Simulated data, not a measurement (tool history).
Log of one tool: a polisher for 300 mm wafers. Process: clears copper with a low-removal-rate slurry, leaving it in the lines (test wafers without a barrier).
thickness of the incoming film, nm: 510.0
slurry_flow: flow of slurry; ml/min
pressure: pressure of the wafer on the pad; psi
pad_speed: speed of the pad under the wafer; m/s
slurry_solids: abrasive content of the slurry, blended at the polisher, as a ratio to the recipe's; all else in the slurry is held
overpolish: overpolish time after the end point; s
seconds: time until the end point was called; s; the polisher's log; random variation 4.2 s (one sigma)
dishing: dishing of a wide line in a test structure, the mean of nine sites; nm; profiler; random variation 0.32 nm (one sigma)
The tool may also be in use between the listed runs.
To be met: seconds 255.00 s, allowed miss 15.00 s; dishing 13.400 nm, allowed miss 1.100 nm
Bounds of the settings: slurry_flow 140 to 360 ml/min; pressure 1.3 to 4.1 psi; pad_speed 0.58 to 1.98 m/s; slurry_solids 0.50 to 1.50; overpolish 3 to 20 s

run  hour  slurry_flow  pressure  pad_speed  slurry_solids  overpolish  seconds  dishing
  1   0.0          230       2.7       1.28           1.00          10   135.72   28.253
  2   1.4          230       2.7       1.28           1.00           6   134.58   17.470
  3   2.4          230       2.4       1.24           1.00           7   151.36   17.392
  4   9.7          230       1.8       1.24           1.00           7   199.80   12.666
  5  11.4          230       1.8       1.24           0.90           7   207.56   13.018
  6  14.8          180       1.8       1.24           0.90           7   206.77   12.946
  7  18.6          180       1.7       1.24           0.90           7   220.67   11.568
  8  19.3          180       1.7       1.24           0.90           8   220.70   13.615

4 next moves are on the table. One of them brings every result within its allowed miss. Which?
  A  20.0          225       1.7       1.24           1.00           8        ?        ?
  B  20.0          165       1.6       1.16           0.90           9        ?        ?
  C  20.0          250       1.3       1.32           0.95          11        ?        ?
  D  20.0          140       1.6       1.08           0.60          13        ?        ?

move  seconds  dishing
   A   211.60   14.397
   B   249.81   13.735
   C   257.55   15.999
   D   289.43   16.884
A: further off than the last run
B: meets every target
C: brings the result that was furthest off to its target, and leaves another outside
D: takes the result that was furthest off past its target
Move B is the one to make.
